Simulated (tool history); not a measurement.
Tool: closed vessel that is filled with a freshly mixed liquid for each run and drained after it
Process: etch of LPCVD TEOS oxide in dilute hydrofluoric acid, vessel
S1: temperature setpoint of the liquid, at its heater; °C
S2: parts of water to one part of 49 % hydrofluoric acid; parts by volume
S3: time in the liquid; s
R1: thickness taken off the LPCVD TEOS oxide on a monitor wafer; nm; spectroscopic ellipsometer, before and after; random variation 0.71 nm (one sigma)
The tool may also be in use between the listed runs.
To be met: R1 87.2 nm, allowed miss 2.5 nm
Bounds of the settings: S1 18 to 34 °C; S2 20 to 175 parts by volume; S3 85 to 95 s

run	day	S1	S2	S3	R1
1	0	26	95	85	34.315
2	0.233	26	95	85	34.417
3	0.479	23.5	95	85	31.604
4	0.775	23.5	95	85	31.492
5	0.954	23.5	95	95	35.025
6	1.292	25	90	95	38.644
7	1.5	26.5	80	95	46.8
8	1.717	27.5	75	95	53.009
9	2.071	28.5	70	95	59.75
10	2.404	29.5	70	95	62.633
11	2.642	30	70	95	63.479
12	2.921	30.5	70	95	63.979
13	3.104	34	50	95	105.01
14	3.375	33.5	50	95	102.9

Which of these 5 next moves meets every target?
A	3.646	34	45	95	?
B	3.646	33	60	90	?
C	3.646	34	60	95	?
D	3.646	34	40	95	?
E	3.646	34	65	95	?

move	R1
A	120.96
B	80.692
C	88.452
D	137.25
E	80.975
A: further off than the last run
B: takes the result that was furthest off past its target
C: meets every target
D: further off than the last run
E: takes the result that was furthest off past its target
The right move is C.

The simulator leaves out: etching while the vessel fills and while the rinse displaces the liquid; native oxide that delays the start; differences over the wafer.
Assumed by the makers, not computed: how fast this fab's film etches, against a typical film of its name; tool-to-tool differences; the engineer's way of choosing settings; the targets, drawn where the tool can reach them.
